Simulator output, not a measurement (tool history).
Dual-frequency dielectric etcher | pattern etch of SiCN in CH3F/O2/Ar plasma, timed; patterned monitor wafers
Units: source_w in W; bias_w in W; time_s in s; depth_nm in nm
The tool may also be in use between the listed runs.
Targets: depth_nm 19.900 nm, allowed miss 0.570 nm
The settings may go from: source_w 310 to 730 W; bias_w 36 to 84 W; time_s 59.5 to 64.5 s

| run | hour | source_w | bias_w | time_s | depth_nm |
|---|---|---|---|---|---|
| 1 | 0.0 | 520 | 60 | 64.5 | 25.932 |
| 2 | 3.2 | 520 | 60 | 59.5 | 23.874 |
| 3 | 9.9 | 480 | 57 | 59.5 | 22.326 |
| 4 | 13.4 | 480 | 57 | 59.5 | 22.599 |
| 5 | 18.3 | 450 | 56 | 59.5 | 21.619 |
| 6 | 26.1 | 430 | 56 | 59.5 | 21.005 |
| 7 | 29.1 | 420 | 56 | 59.5 | 20.974 |
| 8 | 37.1 | 410 | 56 | 59.5 | 20.881 |
| 9 | 40.2 | 400 | 56 | 59.5 | 20.582 |

4 next moves are on the table. One of them brings every result within its allowed miss. Which?
| A | 43.3 | 400 | 55 | 62.0 | ? |
| B | 43.3 | 390 | 60 | 60.0 | ? |
| C | 43.3 | 420 | 51 | 59.5 | ? |
| D | 43.3 | 380 | 58 | 61.0 | ? |

| move | depth_nm |
|---|---|
| A | 21.186 |
| B | 21.267 |
| C | 19.922 |
| D | 20.977 |
A: further off than the last run
B: further off than the last run
C: meets every target
D: further off than the last run
The right move is C.
